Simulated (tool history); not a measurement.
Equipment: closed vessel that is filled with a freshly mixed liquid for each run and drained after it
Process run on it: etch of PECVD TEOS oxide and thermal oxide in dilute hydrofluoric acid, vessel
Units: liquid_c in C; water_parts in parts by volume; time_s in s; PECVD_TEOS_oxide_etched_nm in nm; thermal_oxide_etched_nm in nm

run	day	liquid_c	water_parts	time_s	PECVD_TEOS_oxide_etched_nm	thermal_oxide_etched_nm
1	0	26	175	60	7.3357	1.6199
2	0.292	27.5	170	60	8.0765	1.7682
3	0.579	28.5	170	60	8.2235	1.8867
4	0.629	27	170	60	7.8762	1.7823
5	0.825	28	170	60	7.963	1.8731
6	1.029	25.5	170	60	7.2954	1.732
7	1.304	26.5	165	60	7.8842	1.7551
8	1.383	26.5	165	60	7.8994	1.7471
9	1.608	27.5	165	60	8.2607	1.8081

What does the tool deliver on the next run?
10	1.754	28	165	60	?	?

PECVD_TEOS_oxide_etched_nm: 8.3065 nm
thermal_oxide_etched_nm: 1.8431 nm
